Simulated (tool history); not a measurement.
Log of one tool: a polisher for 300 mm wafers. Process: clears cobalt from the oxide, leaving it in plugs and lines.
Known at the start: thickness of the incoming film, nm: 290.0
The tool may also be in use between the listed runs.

run,hour,flow of slurry (ml/min),pressure of the wafer on the pad (psi),speed of the pad under the wafer (m/s),overpolish time after the end point (s),time until the end point was called (s),dishing of a wide line in a test structure (nm)
1,0.0,250,1.8,1.06,19,52.308,62.308
2,7.8,250,1.7,1.06,18,54.651,59.378
3,10.2,210,1.7,1.06,18,54.754,60.611
4,12.1,210,1.6,1.06,17,59.613,56.209
5,18.6,275,1.6,1.06,17,57.225,56.827
6,19.6,275,1.6,1.06,21,57.736,63.882
7,28.1,275,1.6,1.06,19,56.778,60.493
8,35.8,275,1.6,1.06,18,57.050,58.718
9,39.5,275,1.6,1.06,17,57.736,57.551

Forecast run 10:
10,40.9,275,1.6,1.06,16,?,?

{"run 10": {"time until the end point was called (s)": 56.531, "dishing of a wide line in a test structure (nm)": 54.637}}
